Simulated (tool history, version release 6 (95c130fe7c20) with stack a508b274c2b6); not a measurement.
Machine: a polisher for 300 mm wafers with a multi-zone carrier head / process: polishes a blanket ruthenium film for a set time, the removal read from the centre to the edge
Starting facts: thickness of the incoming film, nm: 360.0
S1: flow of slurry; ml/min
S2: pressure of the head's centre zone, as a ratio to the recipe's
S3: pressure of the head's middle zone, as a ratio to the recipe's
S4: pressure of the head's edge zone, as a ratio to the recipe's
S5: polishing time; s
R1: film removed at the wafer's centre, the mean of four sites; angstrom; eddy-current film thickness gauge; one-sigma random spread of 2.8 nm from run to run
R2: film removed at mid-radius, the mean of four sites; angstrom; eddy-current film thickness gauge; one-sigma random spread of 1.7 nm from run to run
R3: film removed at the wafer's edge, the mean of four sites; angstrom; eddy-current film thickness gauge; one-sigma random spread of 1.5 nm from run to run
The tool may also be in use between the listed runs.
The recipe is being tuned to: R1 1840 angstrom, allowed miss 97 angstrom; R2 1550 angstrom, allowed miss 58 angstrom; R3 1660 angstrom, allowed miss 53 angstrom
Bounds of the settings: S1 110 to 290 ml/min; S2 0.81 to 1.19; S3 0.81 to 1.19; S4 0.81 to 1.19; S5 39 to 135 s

Run 1, hour 0: S1 185 ml/min, S2 1, S3 1, S4 1, S5 87 s. Result: R1 1249.5 angstrom, R2 1358.8 angstrom, R3 1351.1 angstrom.
Run 2, hour 2.8: S1 185 ml/min, S2 1, S3 1, S4 0.94, S5 87 s. Result: R1 1257.6 angstrom, R2 1385.5 angstrom, R3 1320.4 angstrom.
Run 3, hour 10.2: S1 185 ml/min, S2 1, S3 1, S4 0.94, S5 106 s. Result: R1 1563.9 angstrom, R2 1683.2 angstrom, R3 1610.5 angstrom.
Run 4, hour 17.7: S1 185 ml/min, S2 1.03, S3 0.98, S4 0.95, S5 106 s. Result: R1 1591.3 angstrom, R2 1634 angstrom, R3 1619.6 angstrom.
Run 5, hour 26.1: S1 190 ml/min, S2 1.06, S3 0.97, S4 0.95, S5 106 s. Result: R1 1625.6 angstrom, R2 1657.7 angstrom, R3 1617.4 angstrom.
Run 6, hour 29.3: S1 190 ml/min, S2 1.06, S3 1.03, S4 0.95, S5 106 s. Result: R1 1621.5 angstrom, R2 1724.9 angstrom, R3 1609 angstrom.
Run 7, hour 30.9: S1 190 ml/min, S2 1.09, S3 1, S4 0.95, S5 107 s. Result: R1 1724 angstrom, R2 1704.2 angstrom, R3 1648.2 angstrom.
Run 8, hour 38.7: S1 185 ml/min, S2 1.11, S3 0.98, S4 0.95, S5 107 s. Result: R1 1720.8 angstrom, R2 1662.4 angstrom, R3 1660.9 angstrom.
Run 9, hour 46: S1 185 ml/min, S2 1.13, S3 0.96, S4 0.94, S5 107 s. Result: R1 1783.3 angstrom, R2 1662.2 angstrom, R3 1586.2 angstrom.
Run 10, hour 54.8: S1 185 ml/min, S2 1.14, S3 0.94, S4 0.96, S5 107 s. Result: R1 1759.6 angstrom, R2 1606.5 angstrom, R3 1607.8 angstrom.

Next run, 4 choices. One meets every target within its allowed miss, the rest don't. Which?
Run A, hour 63.6: S1 210 ml/min, S2 1.14, S3 1.16, S4 0.84, S5 99 s. Result: R1 ?, R2 ?, R3 ?.
Run B, hour 63.6: S1 185 ml/min, S2 1.07, S3 0.97, S4 0.94, S5 111 s. Result: R1 ?, R2 ?, R3 ?.
Run C, hour 63.6: S1 175 ml/min, S2 1.18, S3 0.89, S4 1, S5 109 s. Result: R1 ?, R2 ?, R3 ?.
Run D, hour 63.6: S1 195 ml/min, S2 1.19, S3 0.92, S4 0.9, S5 103 s. Result: R1 ?, R2 ?, R3 ?.

move      R1      R2      R3
   A  1671.4  1804.9  1451.5
   B    1719  1705.9  1672.5
   C  1844.1  1544.2  1670.4
   D  1791.7  1525.8  1538.6
A: misses by more than the last run did
B: brings the result that was furthest off to its target, and leaves another outside
C: every result within its allowed miss
D: misses by more than the last run did
Go with C: it meets all targets.

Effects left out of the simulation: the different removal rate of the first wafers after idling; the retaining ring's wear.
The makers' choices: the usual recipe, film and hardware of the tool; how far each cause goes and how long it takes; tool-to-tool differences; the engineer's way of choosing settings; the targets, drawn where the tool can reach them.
